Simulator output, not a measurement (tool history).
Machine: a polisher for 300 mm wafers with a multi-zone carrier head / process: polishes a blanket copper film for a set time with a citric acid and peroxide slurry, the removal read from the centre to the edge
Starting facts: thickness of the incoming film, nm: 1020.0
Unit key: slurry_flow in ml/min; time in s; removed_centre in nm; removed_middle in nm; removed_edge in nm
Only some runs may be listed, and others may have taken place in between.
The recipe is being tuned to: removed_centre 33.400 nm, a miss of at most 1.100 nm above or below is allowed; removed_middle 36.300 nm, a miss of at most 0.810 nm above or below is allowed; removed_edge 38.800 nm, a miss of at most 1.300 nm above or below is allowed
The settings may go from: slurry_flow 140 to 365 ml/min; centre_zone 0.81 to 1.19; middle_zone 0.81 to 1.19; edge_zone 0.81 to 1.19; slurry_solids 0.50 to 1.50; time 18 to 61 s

| run | day | slurry_flow | centre_zone | middle_zone | edge_zone | slurry_solids | time | removed_centre | removed_middle | removed_edge |
|---|---|---|---|---|---|---|---|---|---|---|
| 1 | 0.000 | 235 | 1.00 | 1.00 | 1.00 | 1.00 | 39 | 59.815 | 59.914 | 61.105 |
| 2 | 0.346 | 235 | 1.00 | 1.07 | 1.00 | 1.00 | 39 | 60.618 | 63.726 | 62.761 |
| 3 | 0.462 | 235 | 1.00 | 1.01 | 1.00 | 1.00 | 39 | 60.457 | 61.197 | 61.404 |
| 4 | 0.821 | 235 | 1.00 | 1.01 | 1.00 | 1.00 | 47 | 71.850 | 72.543 | 73.412 |
| 5 | 1.142 | 220 | 0.96 | 0.97 | 0.98 | 0.90 | 43 | 62.391 | 63.119 | 64.589 |
| 6 | 1.483 | 220 | 0.96 | 0.97 | 0.93 | 0.90 | 43 | 62.367 | 62.979 | 64.726 |
| 7 | 1.712 | 210 | 0.93 | 0.95 | 0.93 | 0.80 | 39 | 53.916 | 53.683 | 55.914 |
| 8 | 1.871 | 200 | 0.90 | 0.95 | 0.96 | 0.75 | 36 | 47.867 | 49.148 | 52.131 |
| 9 | 1.962 | 195 | 0.88 | 0.95 | 0.95 | 0.70 | 34 | 43.428 | 45.203 | 47.627 |
| 10 | 2.121 | 190 | 0.86 | 0.95 | 0.95 | 0.65 | 33 | 40.398 | 43.204 | 44.927 |
| 11 | 2.312 | 185 | 0.85 | 0.94 | 0.95 | 0.60 | 32 | 37.633 | 40.695 | 43.382 |
| 12 | 2.467 | 180 | 0.84 | 0.93 | 0.93 | 0.60 | 32 | 37.313 | 40.149 | 42.374 |
| 13 | 2.525 | 175 | 0.83 | 0.92 | 0.92 | 0.60 | 32 | 36.924 | 39.388 | 41.968 |
| 14 | 2.779 | 170 | 0.83 | 0.92 | 0.92 | 0.60 | 32 | 36.687 | 39.644 | 42.036 |
| 15 | 2.996 | 165 | 0.83 | 0.91 | 0.91 | 0.60 | 32 | 36.712 | 39.024 | 40.783 |
| 16 | 3.150 | 165 | 0.83 | 0.91 | 0.92 | 0.60 | 32 | 36.911 | 39.067 | 41.479 |
| 17 | 3.300 | 170 | 0.82 | 0.91 | 0.92 | 0.55 | 31 | 34.416 | 36.828 | 40.022 |

Consider the 5 candidate settings below. Which is the only one whose results all fall within their allowed miss of target?
| A | 3.450 | 140 | 0.83 | 0.91 | 0.92 | 0.75 | 29 | ? | ? | ? |
| B | 3.450 | 155 | 0.94 | 0.94 | 1.05 | 0.50 | 30 | ? | ? | ? |
| C | 3.450 | 140 | 0.87 | 0.88 | 0.84 | 0.60 | 31 | ? | ? | ? |
| D | 3.450 | 180 | 0.82 | 0.86 | 0.95 | 0.65 | 30 | ? | ? | ? |
| E | 3.450 | 255 | 0.86 | 0.89 | 0.87 | 0.60 | 29 | ? | ? | ? |

| move | removed_centre | removed_middle | removed_edge |
|---|---|---|---|
| A | 33.566 | 36.178 | 38.719 |
| B | 35.325 | 35.470 | 39.213 |
| C | 35.290 | 35.705 | 37.717 |
| D | 34.586 | 35.755 | 40.348 |
| E | 35.558 | 36.300 | 37.840 |
A: hits every target within its allowed miss
B: gets the furthest-off result to its target, but another result is out of tolerance
C: gets the furthest-off result to its target, but another result is out of tolerance
D: moves away from the targets compared with the last run
E: gets the furthest-off result to its target, but another result is out of tolerance
A meets every target.

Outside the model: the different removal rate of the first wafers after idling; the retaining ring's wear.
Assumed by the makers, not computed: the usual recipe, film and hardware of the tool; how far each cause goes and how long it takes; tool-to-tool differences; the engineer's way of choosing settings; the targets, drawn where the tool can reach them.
